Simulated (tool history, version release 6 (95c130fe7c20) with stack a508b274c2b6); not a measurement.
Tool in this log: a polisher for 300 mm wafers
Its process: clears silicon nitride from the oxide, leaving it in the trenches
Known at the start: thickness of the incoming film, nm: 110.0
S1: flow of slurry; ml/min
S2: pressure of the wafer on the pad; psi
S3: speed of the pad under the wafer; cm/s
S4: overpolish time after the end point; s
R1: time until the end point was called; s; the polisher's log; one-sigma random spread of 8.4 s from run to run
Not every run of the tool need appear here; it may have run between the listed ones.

{"run": 1, "day": 0.0, "S1": 135, "S2": 1.9, "S3": 120, "S4": 8, "R1": 174.66}
{"run": 2, "day": 0.167, "S1": 135, "S2": 2.2, "S3": 120, "S4": 8, "R1": 155.04}
{"run": 3, "day": 0.312, "S1": 130, "S2": 1.8, "S3": 100, "S4": 8, "R1": 214.86}
{"run": 4, "day": 0.483, "S1": 130, "S2": 1.8, "S3": 72, "S4": 8, "R1": 258.45}
{"run": 5, "day": 0.683, "S1": 130, "S2": 1.8, "S3": 72, "S4": 8, "R1": 263.83}
{"run": 6, "day": 0.783, "S1": 130, "S2": 2.0, "S3": 72, "S4": 8, "R1": 243.87}
{"run": 7, "day": 0.904, "S1": 110, "S2": 1.4, "S3": 54, "S4": 8, "R1": 415.49}

Estimate the outcome of run 8 from the log above:
{"run": 8, "day": 1.15, "S1": 105, "S2": 1.4, "S3": 54, "S4": 8, "R1": "?"}

{"run 8": {"R1": 421.79}}

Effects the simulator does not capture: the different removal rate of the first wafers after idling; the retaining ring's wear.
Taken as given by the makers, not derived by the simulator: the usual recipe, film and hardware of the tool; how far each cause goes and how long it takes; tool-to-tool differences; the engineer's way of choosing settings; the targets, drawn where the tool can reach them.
